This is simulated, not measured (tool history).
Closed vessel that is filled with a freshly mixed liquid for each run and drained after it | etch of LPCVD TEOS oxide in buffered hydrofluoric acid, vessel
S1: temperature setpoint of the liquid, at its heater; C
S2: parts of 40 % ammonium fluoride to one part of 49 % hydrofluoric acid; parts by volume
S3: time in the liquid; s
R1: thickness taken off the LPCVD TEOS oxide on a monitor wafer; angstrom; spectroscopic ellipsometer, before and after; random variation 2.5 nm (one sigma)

run	hour	S1	S2	S3	R1
1	0	25	23	85	2332.4
2	3.5	25	29.5	85	1947.4
3	10.7	26.5	28.5	85	2171.2
4	17.5	26.5	28.5	85	2156.4
5	22.1	27.5	27.5	85	2312.1
6	22.9	26	27.5	85	2151.6
7	27	27.5	26.5	85	2374.7
8	30.4	28.5	26	85	2555.2

Forecast run 9:
9	35.3	29	25.5	85	?

R1: 2679.5 angstrom
